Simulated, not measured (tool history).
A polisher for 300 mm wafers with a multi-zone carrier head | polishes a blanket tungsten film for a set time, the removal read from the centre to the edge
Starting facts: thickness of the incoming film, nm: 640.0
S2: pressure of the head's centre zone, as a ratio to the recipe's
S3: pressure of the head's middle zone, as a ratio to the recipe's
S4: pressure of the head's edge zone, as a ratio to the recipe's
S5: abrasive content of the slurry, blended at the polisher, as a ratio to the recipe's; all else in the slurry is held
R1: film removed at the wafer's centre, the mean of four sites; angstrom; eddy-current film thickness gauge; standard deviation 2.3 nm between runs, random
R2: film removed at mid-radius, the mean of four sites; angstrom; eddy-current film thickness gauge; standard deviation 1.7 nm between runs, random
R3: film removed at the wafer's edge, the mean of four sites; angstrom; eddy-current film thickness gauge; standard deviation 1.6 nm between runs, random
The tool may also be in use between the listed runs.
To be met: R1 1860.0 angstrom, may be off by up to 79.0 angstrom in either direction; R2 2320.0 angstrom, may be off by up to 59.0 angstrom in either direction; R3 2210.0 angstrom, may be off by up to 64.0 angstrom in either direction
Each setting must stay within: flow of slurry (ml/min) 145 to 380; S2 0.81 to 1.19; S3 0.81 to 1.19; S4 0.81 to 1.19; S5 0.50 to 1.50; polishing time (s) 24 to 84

{"run": 1, "hour": 0.0, "flow of slurry (ml/min)": 245, "S2": 1.0, "S3": 1.0, "S4": 1.0, "S5": 1.0, "polishing time (s)": 54, "R1": 1936.3, "R2": 2014.7, "R3": 2081.7}
{"run": 2, "hour": 7.0, "flow of slurry (ml/min)": 295, "S2": 1.0, "S3": 1.0, "S4": 1.0, "S5": 1.0, "polishing time (s)": 54, "R1": 1988.9, "R2": 2131.3, "R3": 2138.6}
{"run": 3, "hour": 12.4, "flow of slurry (ml/min)": 295, "S2": 1.0, "S3": 1.0, "S4": 1.0, "S5": 1.2, "polishing time (s)": 54, "R1": 2082.0, "R2": 2168.1, "R3": 2213.2}
{"run": 4, "hour": 18.6, "flow of slurry (ml/min)": 300, "S2": 0.98, "S3": 1.01, "S4": 1.0, "S5": 1.2, "polishing time (s)": 54, "R1": 1984.5, "R2": 2184.2, "R3": 2186.6}
{"run": 5, "hour": 26.7, "flow of slurry (ml/min)": 305, "S2": 0.97, "S3": 1.02, "S4": 1.0, "S5": 1.2, "polishing time (s)": 54, "R1": 2032.3, "R2": 2197.0, "R3": 2172.7}
{"run": 6, "hour": 30.8, "flow of slurry (ml/min)": 310, "S2": 0.94, "S3": 1.03, "S4": 1.02, "S5": 1.2, "polishing time (s)": 54, "R1": 1936.0, "R2": 2214.8, "R3": 2183.5}
{"run": 7, "hour": 36.9, "flow of slurry (ml/min)": 315, "S2": 0.93, "S3": 1.04, "S4": 1.03, "S5": 1.2, "polishing time (s)": 54, "R1": 1952.7, "R2": 2269.2, "R3": 2206.7}
{"run": 8, "hour": 45.0, "flow of slurry (ml/min)": 315, "S2": 0.92, "S3": 1.04, "S4": 1.03, "S5": 1.2, "polishing time (s)": 54, "R1": 1861.1, "R2": 2247.1, "R3": 2215.2}
{"run": 9, "hour": 49.7, "flow of slurry (ml/min)": 320, "S2": 0.92, "S3": 1.04, "S4": 1.03, "S5": 1.2, "polishing time (s)": 54, "R1": 1890.5, "R2": 2255.3, "R3": 2222.4}

Exercise: of the 5 proposed moves below, exactly one satisfies all targets within the stated allowed misses. Which move is it?
{"run": "A", "hour": 54.4, "flow of slurry (ml/min)": 325, "S2": 0.9, "S3": 1.08, "S4": 1.02, "S5": 1.3, "polishing time (s)": 57, "R1": "?", "R2": "?", "R3": "?"}
{"run": "B", "hour": 54.4, "flow of slurry (ml/min)": 315, "S2": 0.87, "S3": 1.05, "S4": 0.96, "S5": 0.95, "polishing time (s)": 58, "R1": "?", "R2": "?", "R3": "?"}
{"run": "C", "hour": 54.4, "flow of slurry (ml/min)": 270, "S2": 0.97, "S3": 0.97, "S4": 0.95, "S5": 1.25, "polishing time (s)": 56, "R1": "?", "R2": "?", "R3": "?"}
{"run": "D", "hour": 54.4, "flow of slurry (ml/min)": 330, "S2": 0.86, "S3": 1.11, "S4": 1.05, "S5": 1.1, "polishing time (s)": 50, "R1": "?", "R2": "?", "R3": "?"}
{"run": "E", "hour": 54.4, "flow of slurry (ml/min)": 315, "S2": 0.91, "S3": 0.96, "S4": 1.05, "S5": 1.35, "polishing time (s)": 55, "R1": "?", "R2": "?", "R3": "?"}

move=A R1=1999.3 R2=2504.1 R3=2356.1
move=B R1=1855.9 R2=2350.1 R3=2212.2
move=C R1=2058.0 R2=2187.6 R3=2204.7
move=D R1=1629.2 R2=2186.7 R3=2032.1
move=E R1=1956.2 R2=2195.4 R3=2315.2
A: carries the result that was furthest off beyond its target, to the other side
B: every result lands within tolerance
C: lands further from the targets than the last run did
D: lands further from the targets than the last run did
E: lands further from the targets than the last run did
B meets every target.
